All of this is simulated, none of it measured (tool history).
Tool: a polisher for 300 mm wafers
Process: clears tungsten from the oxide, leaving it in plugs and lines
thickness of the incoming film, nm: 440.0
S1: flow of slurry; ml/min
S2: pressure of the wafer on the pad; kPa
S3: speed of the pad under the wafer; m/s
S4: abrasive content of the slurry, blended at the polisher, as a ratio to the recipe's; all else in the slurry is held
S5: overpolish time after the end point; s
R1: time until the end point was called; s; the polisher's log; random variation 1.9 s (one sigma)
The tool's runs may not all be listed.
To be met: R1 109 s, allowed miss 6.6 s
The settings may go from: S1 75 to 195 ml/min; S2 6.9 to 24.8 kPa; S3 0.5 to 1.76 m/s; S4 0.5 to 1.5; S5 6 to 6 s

run 1 hour=0 | S1=125 S2=15.9 S3=1.12 S4=1 S5=6 | R1=140.72
run 2 hour=2.2 | S1=125 S2=16.5 S3=1.12 S4=1 S5=6 | R1=133.63
run 3 hour=4.4 | S1=150 S2=16.5 S3=1.12 S4=1 S5=6 | R1=130.56
run 4 hour=8.7 | S1=175 S2=16.5 S3=1.12 S4=1 S5=6 | R1=134
run 5 hour=10.9 | S1=175 S2=16.5 S3=1.12 S4=1 S5=6 | R1=131.89
run 6 hour=15.9 | S1=175 S2=14.5 S3=1.12 S4=1 S5=6 | R1=150.08
run 7 hour=23.5 | S1=175 S2=15.9 S3=1.14 S4=1 S5=6 | R1=136.77
run 8 hour=29.5 | S1=175 S2=16.5 S3=1.14 S4=1 S5=6 | R1=129.16
run 9 hour=36 | S1=175 S2=17.2 S3=1.14 S4=1 S5=6 | R1=125.24

4 next moves are on the table. One of them brings every result within its allowed miss. Which?
run A hour=42.5 | S1=150 S2=15.9 S3=1.12 S4=0.9 S5=6 | R1=?
run B hour=42.5 | S1=195 S2=20.7 S3=1.22 S4=1 S5=6 | R1=?
run C hour=42.5 | S1=175 S2=20 S3=1.28 S4=1 S5=6 | R1=?
run D hour=42.5 | S1=140 S2=20.7 S3=1.18 S4=0.7 S5=6 | R1=?

move=A R1=141.74
move=B R1=95.153
move=C R1=95.143
move=D R1=110.66
A: further off than the last run
B: takes the result that was furthest off past its target
C: takes the result that was furthest off past its target
D: meets every target
Move D is the one to make.

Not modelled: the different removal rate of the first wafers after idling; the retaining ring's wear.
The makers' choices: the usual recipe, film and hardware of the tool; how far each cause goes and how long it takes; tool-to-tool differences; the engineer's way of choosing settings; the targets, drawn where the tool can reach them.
